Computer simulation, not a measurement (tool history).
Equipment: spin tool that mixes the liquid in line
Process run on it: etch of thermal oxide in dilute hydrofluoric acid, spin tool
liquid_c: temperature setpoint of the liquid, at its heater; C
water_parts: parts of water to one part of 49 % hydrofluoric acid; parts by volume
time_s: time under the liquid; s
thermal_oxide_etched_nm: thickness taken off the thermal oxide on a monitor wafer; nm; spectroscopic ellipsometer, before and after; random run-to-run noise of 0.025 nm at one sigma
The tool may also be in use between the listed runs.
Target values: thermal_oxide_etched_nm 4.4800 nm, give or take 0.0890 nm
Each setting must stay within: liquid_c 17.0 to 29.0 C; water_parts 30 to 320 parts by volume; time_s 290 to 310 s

run	day	liquid_c	water_parts	time_s	thermal_oxide_etched_nm
1	0.000	21.0	175	290	7.1215
2	0.271	20.0	185	290	6.4755
3	0.488	20.0	185	310	6.8735
4	0.688	20.0	135	310	9.8703
5	0.892	19.5	155	310	8.3339
6	1.100	21.5	155	310	8.9920
7	1.267	20.5	170	310	7.8299
8	1.604	20.0	185	310	6.8697
# day 1.750: hydrofluoric acid flow meter replaced
9	1.750	19.5	195	310	5.6593
10	1.879	19.0	195	310	5.5871
11	2.192	18.5	195	310	5.4254

Next run, 5 choices. One meets every target within its allowed miss, the rest don't. Which?
A	2.504	20.0	155	310	?
B	2.504	17.0	205	305	?
C	2.504	20.0	230	310	?
D	2.504	17.0	205	290	?
E	2.504	17.0	195	290	?

move	thermal_oxide_etched_nm
A	7.5956
B	4.7783
C	4.7521
D	4.5433
E	4.8202
A: misses by more than the last run did
B: an improvement on the last run, though not all results are within tolerance
C: an improvement on the last run, though not all results are within tolerance
D: each result inside its tolerance
E: an improvement on the last run, though not all results are within tolerance
The right move is D.
